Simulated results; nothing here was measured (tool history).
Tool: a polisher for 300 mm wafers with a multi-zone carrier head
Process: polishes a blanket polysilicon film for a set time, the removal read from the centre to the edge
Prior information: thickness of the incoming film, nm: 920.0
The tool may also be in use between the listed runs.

run    day  flow of slurry (ml/min)  pressure of the head's centre zone  pressure of the head's middle zone  pressure of the head's edge zone  polishing time (s)  film removed at the wafer's centre (Å)  film removed at mid-radius (Å)  film removed at the wafer's edge (Å)
  1      0                      285                                   1                                   1                                 1                  36                                  2681.9                          2616.1                                2551.4
  2  0.333                      285                                   1                                1.03                                 1                  36                                  2652.1                          2675.7                                  2584
  3  0.671                      250                                0.94                                0.99                              0.99                  30                                  2026.1                          2110.4                                2139.7
  4  0.838                      315                                0.94                                0.99                              0.99                  30                                  2085.5                          2149.6                                2121.9
  5  1.062                      315                                0.94                                0.99                              1.03                  30                                  2110.1                          2188.8                                2220.5
  6    1.2                      315                                0.94                                0.99                              0.96                  30                                  2183.9                          2201.5                                  2120
  7  1.308                      285                                 0.9                                0.97                              0.95                  26                                  1721.4                          1839.7                                1845.3
  8  1.671                      280                                0.87                                0.95                              0.92                  24                                  1516.5                            1662                                1681.2
  9  1.708                      275                                0.85                                0.93                               0.9                  23                                  1421.1                          1536.5                                1559.5
 10  1.946                      255                                0.84                                0.92                              0.89                  22                                  1359.5                          1466.9                                1487.4
 11  2.046                      245                                0.83                                0.92                               0.9                  21                                  1274.2                          1378.9                                1429.4
 12  2.138                      235                                0.82                                0.93                               0.9                  21                                    1255                          1364.8                                1416.9
 13  2.283                      230                                0.82                                0.94                              0.91                  21                                  1240.3                            1386                                1416.1

What does the tool deliver on the next run?
 14  2.329                      220                                0.82                                0.94                              0.91                  21                                       ?                               ?                                     ?

Logged for run 14: film removed at the wafer's centre (Å) 1232.7, film removed at mid-radius (Å) 1429.3, film removed at the wafer's edge (Å) 1402.6.

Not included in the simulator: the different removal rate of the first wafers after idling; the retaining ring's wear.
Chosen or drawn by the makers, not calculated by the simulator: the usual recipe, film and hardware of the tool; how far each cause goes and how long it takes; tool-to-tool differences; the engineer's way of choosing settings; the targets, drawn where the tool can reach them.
